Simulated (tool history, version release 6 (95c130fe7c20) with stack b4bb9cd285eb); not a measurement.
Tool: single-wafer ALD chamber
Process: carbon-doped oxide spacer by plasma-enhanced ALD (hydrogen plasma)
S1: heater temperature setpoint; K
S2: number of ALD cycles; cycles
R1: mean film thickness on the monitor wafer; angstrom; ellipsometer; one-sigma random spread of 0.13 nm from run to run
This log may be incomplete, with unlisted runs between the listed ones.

run  hour      S1   S2      R1
  1     0  658.15  461  217.77
  2   4.3  658.15  483  225.74
  3   8.6  650.15  483  227.47
  4  11.2  650.15  501  237.15
  5  16.3  650.15  512  240.65
  6  17.5  657.15  512  240.95
  7  24.2  657.15  522  245.39
  8  30.3  657.15  529  248.06

For run 9, what comes out?
  9  35.8  657.15  535   ?

Run 9 measured R1 252.08 angstrom.
